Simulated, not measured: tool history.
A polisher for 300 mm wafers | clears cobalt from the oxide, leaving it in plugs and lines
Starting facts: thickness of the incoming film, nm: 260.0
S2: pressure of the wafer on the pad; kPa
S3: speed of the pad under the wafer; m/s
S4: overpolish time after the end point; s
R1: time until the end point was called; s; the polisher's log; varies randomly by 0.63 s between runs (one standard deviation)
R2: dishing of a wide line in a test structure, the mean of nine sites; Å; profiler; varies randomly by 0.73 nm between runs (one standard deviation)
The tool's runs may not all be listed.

Run 1, day 0.000: flow of slurry (ml/min) 220, S2 13.1 kPa, S3 1.00 m/s, S4 23 s. Result: R1 57.506 s, R2 478.26 Å.
Run 2, day 0.362: flow of slurry (ml/min) 220, S2 13.1 kPa, S3 1.00 m/s, S4 17 s. Result: R1 56.401 s, R2 432.50 Å.
Run 3, day 0.700: flow of slurry (ml/min) 220, S2 13.1 kPa, S3 1.12 m/s, S4 17 s. Result: R1 51.679 s, R2 438.46 Å.
Run 4, day 0.783: flow of slurry (ml/min) 220, S2 11.7 kPa, S3 1.12 m/s, S4 17 s. Result: R1 58.385 s, R2 424.67 Å.
Run 5, day 0.979: flow of slurry (ml/min) 220, S2 13.8 kPa, S3 1.12 m/s, S4 17 s. Result: R1 50.517 s, R2 459.02 Å.
Run 6, day 1.075: flow of slurry (ml/min) 170, S2 13.8 kPa, S3 1.12 m/s, S4 17 s. Result: R1 52.507 s, R2 446.69 Å.
Run 7, day 1.112: flow of slurry (ml/min) 170, S2 14.5 kPa, S3 1.12 m/s, S4 17 s. Result: R1 50.777 s, R2 447.97 Å.
Run 8, day 1.225: flow of slurry (ml/min) 175, S2 15.2 kPa, S3 1.12 m/s, S4 18 s. Result: R1 48.145 s, R2 473.20 Å.

Run 9 comes next. What will it give?
Run 9, day 1.400: flow of slurry (ml/min) 180, S2 15.9 kPa, S3 1.12 m/s, S4 18 s. Result: R1 ?, R2 ?.

R1: 45.681 s
R2: 495.90 Å
